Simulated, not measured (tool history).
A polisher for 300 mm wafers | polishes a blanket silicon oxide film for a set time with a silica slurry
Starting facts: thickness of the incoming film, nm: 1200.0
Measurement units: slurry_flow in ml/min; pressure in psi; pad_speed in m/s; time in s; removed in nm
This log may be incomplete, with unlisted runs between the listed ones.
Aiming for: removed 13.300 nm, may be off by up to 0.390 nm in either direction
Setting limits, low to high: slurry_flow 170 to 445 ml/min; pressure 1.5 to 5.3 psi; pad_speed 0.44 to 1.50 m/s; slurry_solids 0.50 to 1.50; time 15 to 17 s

run    day  slurry_flow  pressure  pad_speed  slurry_solids  time  removed
  1  0.000          285       3.4       0.96           1.00    17   30.702
  2  0.296          285       4.1       0.96           1.00    17   36.592
  3  0.558          285       3.7       0.90           1.00    17   31.177
  4  0.683          285       2.9       0.90           1.00    17   24.863
  5  1.012          285       2.7       0.86           1.00    17   22.202
  6  1.183          285       2.5       0.84           1.00    17   20.243
  7  1.217          285       2.3       0.82           1.00    17   18.443
     1.317  -- slurry blender recalibrated
  8  1.317          285       2.3       0.82           1.00    17   25.195
  9  1.600          265       2.2       0.76           0.90    17   21.141

5 candidate next runs follow, results not yet known. Just one meets every target within its allowed miss. Identify it.
  A  1.883          270       1.9       0.64           0.90    15        ?
  B  1.883          265       2.7       0.54           0.90    15        ?
  C  1.883          305       1.8       0.48           1.10    15        ?
  D  1.883          270       1.7       0.58           1.25    15        ?
  E  1.883          345       1.9       0.62           0.85    15        ?

move  removed
   A   14.185
   B   17.298
   C   12.306
   D   14.402
   E   13.471
A: gains on the last run, yet a result remains outside its allowed miss
B: gains on the last run, yet a result remains outside its allowed miss
C: the result that was furthest off in the last run now lies on the other side of its target
D: gains on the last run, yet a result remains outside its allowed miss
E: meets every target
Move E is the one to make.
